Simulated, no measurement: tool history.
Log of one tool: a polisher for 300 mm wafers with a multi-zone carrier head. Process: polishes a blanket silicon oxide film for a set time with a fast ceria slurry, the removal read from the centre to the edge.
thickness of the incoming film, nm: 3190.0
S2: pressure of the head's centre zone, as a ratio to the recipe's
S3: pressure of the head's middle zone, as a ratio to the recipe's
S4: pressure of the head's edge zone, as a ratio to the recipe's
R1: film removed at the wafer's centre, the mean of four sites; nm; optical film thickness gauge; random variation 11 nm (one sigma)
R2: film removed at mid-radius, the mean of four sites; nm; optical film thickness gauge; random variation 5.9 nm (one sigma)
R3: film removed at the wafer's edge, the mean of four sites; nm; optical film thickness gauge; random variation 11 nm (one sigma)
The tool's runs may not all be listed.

Run 1, hour 0.0: flow of slurry (ml/min) 200, S2 1.00, S3 1.00, S4 1.00, polishing time (s) 76. Result: R1 1043.70 nm, R2 1230.2 nm, R3 1211.6 nm.
Run 2, hour 9.0: flow of slurry (ml/min) 195, S2 1.00, S3 0.98, S4 0.99, polishing time (s) 76. Result: R1 1063.40 nm, R2 1202.1 nm, R3 1194.1 nm.
Run 3, hour 10.9: flow of slurry (ml/min) 195, S2 1.00, S3 0.98, S4 1.04, polishing time (s) 76. Result: R1 1044.50 nm, R2 1211.9 nm, R3 1224.7 nm.
Run 4, hour 16.8: flow of slurry (ml/min) 195, S2 1.00, S3 0.93, S4 1.04, polishing time (s) 76. Result: R1 1063.20 nm, R2 1161.5 nm, R3 1255.3 nm.
Run 5, hour 19.9: flow of slurry (ml/min) 190, S2 0.99, S3 0.92, S4 1.02, polishing time (s) 75. Result: R1 1019.10 nm, R2 1116.8 nm, R3 1219.4 nm.
Run 6, hour 23.2: flow of slurry (ml/min) 185, S2 0.99, S3 0.92, S4 1.00, polishing time (s) 75. Result: R1 1015.40 nm, R2 1128.0 nm, R3 1187.9 nm.
Run 7, hour 28.7: flow of slurry (ml/min) 180, S2 0.99, S3 0.91, S4 0.99, polishing time (s) 75. Result: R1 993.94 nm, R2 1121.5 nm, R3 1168.6 nm.
Run 8, hour 35.2: flow of slurry (ml/min) 180, S2 0.99, S3 0.90, S4 0.99, polishing time (s) 74. Result: R1 1014.10 nm, R2 1087.2 nm, R3 1161.4 nm.
Run 9, hour 40.8: flow of slurry (ml/min) 175, S2 0.98, S3 0.89, S4 0.98, polishing time (s) 74. Result: R1 979.62 nm, R2 1075.9 nm, R3 1153.0 nm.
At hour 45.4: centre zone pressure recalibrated.
Run 10, hour 45.4: flow of slurry (ml/min) 170, S2 0.98, S3 0.88, S4 0.97, polishing time (s) 74. Result: R1 1090.10 nm, R2 1051.0 nm, R3 1149.4 nm.

Run 11 comes next. What will it give?
Run 11, hour 49.8: flow of slurry (ml/min) 170, S2 0.97, S3 0.88, S4 0.97, polishing time (s) 73. Result: R1 ?, R2 ?, R3 ?.

{"run 11": {"R1": 1054.5, "R2": 1057.8, "R3": 1147.2}}

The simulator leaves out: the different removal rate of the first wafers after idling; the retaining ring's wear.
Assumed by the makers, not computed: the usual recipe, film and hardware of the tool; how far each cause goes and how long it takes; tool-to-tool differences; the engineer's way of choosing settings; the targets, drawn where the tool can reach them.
